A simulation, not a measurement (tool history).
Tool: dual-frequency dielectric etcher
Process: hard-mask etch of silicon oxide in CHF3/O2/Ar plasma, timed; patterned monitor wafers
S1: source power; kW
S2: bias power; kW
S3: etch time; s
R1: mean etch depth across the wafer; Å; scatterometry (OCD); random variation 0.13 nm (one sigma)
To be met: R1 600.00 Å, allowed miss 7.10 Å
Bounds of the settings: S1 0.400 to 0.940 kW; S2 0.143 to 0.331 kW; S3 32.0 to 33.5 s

| run | hour | S1 | S2 | S3 | R1 |
|---|---|---|---|---|---|
| 1 | 0.0 | 0.670 | 0.237 | 32.0 | 705.17 |
| 2 | 2.8 | 0.670 | 0.220 | 32.0 | 678.74 |
| 3 | 11.3 | 0.670 | 0.246 | 32.0 | 715.30 |
| 4 | 13.0 | 0.670 | 0.246 | 33.5 | 747.16 |
| 5 | 18.3 | 0.670 | 0.246 | 32.0 | 714.04 |
| 6 | 24.3 | 0.670 | 0.229 | 32.0 | 690.01 |
| 7 | 26.5 | 0.530 | 0.223 | 32.0 | 650.88 |
| 8 | 28.5 | 0.520 | 0.221 | 32.0 | 644.29 |
| 9 | 33.6 | 0.510 | 0.219 | 32.0 | 638.57 |
| 10 | 38.6 | 0.500 | 0.218 | 32.0 | 635.48 |
| 11 | 43.8 | 0.490 | 0.217 | 32.0 | 633.54 |
|  | 52.8 | source power generator calibrated |
| 12 | 52.8 | 0.490 | 0.217 | 32.0 | 637.45 |
| 13 | 61.0 | 0.480 | 0.215 | 32.0 | 630.84 |
| 14 | 62.7 | 0.470 | 0.213 | 32.0 | 623.28 |
| 15 | 70.4 | 0.460 | 0.212 | 32.0 | 619.67 |
| 16 | 76.2 | 0.450 | 0.211 | 32.0 | 615.18 |

Which of these 4 next moves meets every target?
| A | 82.0 | 0.440 | 0.218 | 32.0 | ? |
| B | 82.0 | 0.440 | 0.193 | 32.5 | ? |
| C | 82.0 | 0.460 | 0.202 | 33.0 | ? |
| D | 82.0 | 0.450 | 0.209 | 32.0 | ? |

| move | R1 |
|---|---|
| A | 623.67 |
| B | 597.98 |
| C | 625.84 |
| D | 614.07 |
A: further off than the last run
B: meets every target
C: further off than the last run
D: nearer than the last run, and not there yet
The right move is B.

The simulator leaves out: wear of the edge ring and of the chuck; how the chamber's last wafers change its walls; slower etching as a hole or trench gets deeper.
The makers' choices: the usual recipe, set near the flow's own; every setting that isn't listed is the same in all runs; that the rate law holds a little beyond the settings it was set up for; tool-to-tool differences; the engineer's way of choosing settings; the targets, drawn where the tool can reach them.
